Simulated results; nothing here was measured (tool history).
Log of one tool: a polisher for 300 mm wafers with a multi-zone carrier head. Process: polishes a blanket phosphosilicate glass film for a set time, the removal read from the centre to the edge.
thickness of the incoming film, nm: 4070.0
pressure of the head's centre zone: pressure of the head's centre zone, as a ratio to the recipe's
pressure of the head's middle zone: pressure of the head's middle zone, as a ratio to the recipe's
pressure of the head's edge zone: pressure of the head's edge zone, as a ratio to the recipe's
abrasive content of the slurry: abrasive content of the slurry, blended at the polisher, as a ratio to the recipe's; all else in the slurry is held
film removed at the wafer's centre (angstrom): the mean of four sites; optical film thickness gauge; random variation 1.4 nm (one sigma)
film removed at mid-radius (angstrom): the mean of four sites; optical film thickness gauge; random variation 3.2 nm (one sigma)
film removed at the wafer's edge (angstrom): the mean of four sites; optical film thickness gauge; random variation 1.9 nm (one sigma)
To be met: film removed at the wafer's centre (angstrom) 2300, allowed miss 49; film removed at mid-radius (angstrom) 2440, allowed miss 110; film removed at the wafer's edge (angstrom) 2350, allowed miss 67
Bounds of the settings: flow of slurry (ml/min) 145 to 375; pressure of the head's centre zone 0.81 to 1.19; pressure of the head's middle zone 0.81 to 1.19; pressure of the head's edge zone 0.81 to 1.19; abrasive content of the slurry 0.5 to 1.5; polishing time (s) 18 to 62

| run | hour | flow of slurry (ml/min) | pressure of the head's centre zone | pressure of the head's middle zone | pressure of the head's edge zone | abrasive content of the slurry | polishing time (s) | film removed at the wafer's centre (angstrom) | film removed at mid-radius (angstrom) | film removed at the wafer's edge (angstrom) |
|---|---|---|---|---|---|---|---|---|---|---|
| 1 | 0 | 240 | 1 | 1 | 1 | 1 | 40 | 1546.5 | 1847.8 | 1828.3 |
| 2 | 4.6 | 240 | 1 | 0.92 | 1 | 1 | 40 | 1554.2 | 1723.7 | 1779.4 |
| 3 | 10 | 260 | 1.05 | 0.97 | 1.02 | 1.1 | 40 | 1706.8 | 1828.7 | 1885.1 |
| 4 | 14.8 | 265 | 1.08 | 1.03 | 1.03 | 1.2 | 40 | 1832.7 | 2018.1 | 1984.5 |
| 5 | 20.9 | 265 | 1.08 | 1.03 | 1.03 | 1.2 | 30 | 1355.3 | 1495.4 | 1477.5 |
| 6 | 23.2 | 265 | 1.08 | 1.03 | 1.08 | 1.2 | 30 | 1366.4 | 1483.9 | 1505 |
| 7 | 29.2 | 275 | 1.11 | 1.06 | 1.1 | 1.3 | 33 | 1588.4 | 1756.5 | 1700.4 |
| 8 | 32.9 | 280 | 1.12 | 1.06 | 1.11 | 1.35 | 35 | 1757.2 | 1876.6 | 1855.4 |
| 9 | 38.7 | 290 | 1.13 | 1.07 | 1.12 | 1.4 | 37 | 1894.4 | 1969 | 2012 |
|  | 44.6 | centre zone pressure recalibrated |
| 10 | 44.6 | 290 | 1.14 | 1.1 | 1.12 | 1.45 | 38 | 2223.8 | 2125.3 | 2091.3 |
| 11 | 48.3 | 295 | 1.11 | 1.12 | 1.14 | 1.45 | 39 | 2222.4 | 2239.8 | 2167.6 |
| 12 | 53.3 | 300 | 1.09 | 1.13 | 1.15 | 1.45 | 39 | 2198.2 | 2267.2 | 2182.7 |

Which of these 4 next moves meets every target?
| A | 58.3 | 255 | 1.19 | 1.11 | 1.1 | 1.4 | 38 | ? | ? | ? |
| B | 58.3 | 270 | 1.07 | 0.96 | 1.14 | 1.4 | 41 | ? | ? | ? |
| C | 58.3 | 345 | 1.02 | 1.07 | 1.06 | 1.5 | 43 | ? | ? | ? |
| D | 58.3 | 310 | 0.97 | 1.11 | 1.16 | 1.4 | 43 | ? | ? | ? |

| move | film removed at the wafer's centre (angstrom) | film removed at mid-radius (angstrom) | film removed at the wafer's edge (angstrom) |
|---|---|---|---|
| A | 2275 | 2114.1 | 2031.2 |
| B | 2213.2 | 2026.1 | 2243.2 |
| C | 2309.8 | 2427 | 2349.1 |
| D | 2127.4 | 2427.9 | 2386.6 |
A: further off than the last run
B: further off than the last run
C: meets every target
D: brings the result that was furthest off to its target, and leaves another outside
Answer: C
